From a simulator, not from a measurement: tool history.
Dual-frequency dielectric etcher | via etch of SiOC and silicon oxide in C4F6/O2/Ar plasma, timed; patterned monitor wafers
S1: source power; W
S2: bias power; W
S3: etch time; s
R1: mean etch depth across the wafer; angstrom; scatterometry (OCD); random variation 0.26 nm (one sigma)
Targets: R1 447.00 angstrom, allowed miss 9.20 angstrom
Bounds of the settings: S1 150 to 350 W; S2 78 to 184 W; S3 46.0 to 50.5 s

Run 1, hour 0.0: S1 250 W, S2 131 W, S3 50.5 s. Result: R1 388.46 angstrom.
Run 2, hour 6.7: S1 260 W, S2 133 W, S3 50.5 s. Result: R1 398.42 angstrom.
Run 3, hour 11.2: S1 270 W, S2 134 W, S3 50.5 s. Result: R1 406.43 angstrom.
Run 4, hour 13.6: S1 280 W, S2 135 W, S3 50.5 s. Result: R1 412.45 angstrom.
Run 5, hour 14.6: S1 280 W, S2 135 W, S3 50.5 s. Result: R1 414.33 angstrom.
Run 6, hour 15.8: S1 280 W, S2 135 W, S3 50.5 s. Result: R1 411.48 angstrom.
Run 7, hour 24.8: S1 290 W, S2 136 W, S3 50.5 s. Result: R1 417.23 angstrom.
Run 8, hour 32.6: S1 300 W, S2 137 W, S3 50.5 s. Result: R1 425.67 angstrom.
Run 9, hour 39.8: S1 300 W, S2 138 W, S3 50.5 s. Result: R1 431.51 angstrom.
Run 10, hour 41.4: S1 310 W, S2 139 W, S3 50.5 s. Result: R1 437.70 angstrom.

Which of these 4 next moves meets every target?
Run A, hour 43.0: S1 330 W, S2 144 W, S3 49.5 s. Result: R1 ?.
Run B, hour 43.0: S1 320 W, S2 137 W, S3 49.0 s. Result: R1 ?.
Run C, hour 43.0: S1 320 W, S2 160 W, S3 46.0 s. Result: R1 ?.
Run D, hour 43.0: S1 290 W, S2 145 W, S3 50.5 s. Result: R1 ?.

move      R1
   A  444.87
   B  426.92
   C  422.26
   D  427.99
A: meets every target
B: further off than the last run
C: further off than the last run
D: further off than the last run
The right move is A.

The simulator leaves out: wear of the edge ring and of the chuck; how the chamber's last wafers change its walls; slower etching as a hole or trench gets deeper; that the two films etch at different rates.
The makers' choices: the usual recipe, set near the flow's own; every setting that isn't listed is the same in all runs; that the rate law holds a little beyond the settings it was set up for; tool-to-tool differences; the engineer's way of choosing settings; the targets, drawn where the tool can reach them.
